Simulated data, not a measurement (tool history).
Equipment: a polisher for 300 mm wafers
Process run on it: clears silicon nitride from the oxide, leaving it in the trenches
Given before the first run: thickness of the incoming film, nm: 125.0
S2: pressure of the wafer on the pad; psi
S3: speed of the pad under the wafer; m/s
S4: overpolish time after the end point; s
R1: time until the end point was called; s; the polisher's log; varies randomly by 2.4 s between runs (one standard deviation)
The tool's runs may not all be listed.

{"run": 1, "hour": 0.0, "flow of slurry (ml/min)": 235, "S2": 3.3, "S3": 0.98, "S4": 3, "R1": 96.393}
{"run": 2, "hour": 6.5, "flow of slurry (ml/min)": 185, "S2": 3.3, "S3": 0.98, "S4": 3, "R1": 100.54}
{"run": 3, "hour": 8.2, "flow of slurry (ml/min)": 185, "S2": 3.3, "S3": 0.78, "S4": 3, "R1": 126.88}
{"run": 4, "hour": 10.7, "flow of slurry (ml/min)": 230, "S2": 3.3, "S3": 0.78, "S4": 3, "R1": 119.95}
{"run": 5, "hour": 11.9, "flow of slurry (ml/min)": 250, "S2": 3.3, "S3": 0.78, "S4": 3, "R1": 120.21}
{"run": 6, "hour": 16.3, "flow of slurry (ml/min)": 250, "S2": 3.1, "S3": 0.78, "S4": 3, "R1": 134.28}
{"run": 7, "hour": 21.1, "flow of slurry (ml/min)": 250, "S2": 3.0, "S3": 0.78, "S4": 3, "R1": 134.61}
{"run": 8, "hour": 28.8, "flow of slurry (ml/min)": 250, "S2": 2.9, "S3": 0.78, "S4": 3, "R1": 136.23}

Expected results for the next run?
{"run": 9, "hour": 31.3, "flow of slurry (ml/min)": 250, "S2": 2.8, "S3": 0.78, "S4": 3, "R1": "?"}

R1: 145.310 s

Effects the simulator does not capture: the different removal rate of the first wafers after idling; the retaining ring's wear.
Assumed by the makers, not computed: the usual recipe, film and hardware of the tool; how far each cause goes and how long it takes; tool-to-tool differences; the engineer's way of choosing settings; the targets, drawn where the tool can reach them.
